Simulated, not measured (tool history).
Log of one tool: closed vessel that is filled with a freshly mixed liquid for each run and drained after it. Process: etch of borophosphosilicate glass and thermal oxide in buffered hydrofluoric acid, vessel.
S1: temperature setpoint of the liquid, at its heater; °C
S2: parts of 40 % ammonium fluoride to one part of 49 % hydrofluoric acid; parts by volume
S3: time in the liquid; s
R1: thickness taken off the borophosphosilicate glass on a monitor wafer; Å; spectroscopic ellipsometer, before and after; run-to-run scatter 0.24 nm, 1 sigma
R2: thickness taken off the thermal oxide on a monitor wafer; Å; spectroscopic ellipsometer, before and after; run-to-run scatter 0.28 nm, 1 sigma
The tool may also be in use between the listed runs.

run    day    S1    S2  S3      R1      R2
  1  0.000  24.0  22.0  60  694.50  346.57
  2  0.362  23.5  22.0  60  672.32  332.94
  3  0.521  23.0  22.0  60  654.43  324.75
  4  0.596  23.0  22.0  35  382.83  188.70
  5  0.954  24.5  22.0  35  415.08  207.40
  6  1.183  24.5  16.0  35  553.30  271.88
  7  1.296  25.0  16.0  35  567.23  285.76
  8  1.542  25.5  16.0  35  582.75  292.18

Estimate the outcome of run 9 from the log above:
  9  1.658  26.0  16.0  35   ?   ?

{"run 9": {"R1": 595.71, "R2": 296.72}}

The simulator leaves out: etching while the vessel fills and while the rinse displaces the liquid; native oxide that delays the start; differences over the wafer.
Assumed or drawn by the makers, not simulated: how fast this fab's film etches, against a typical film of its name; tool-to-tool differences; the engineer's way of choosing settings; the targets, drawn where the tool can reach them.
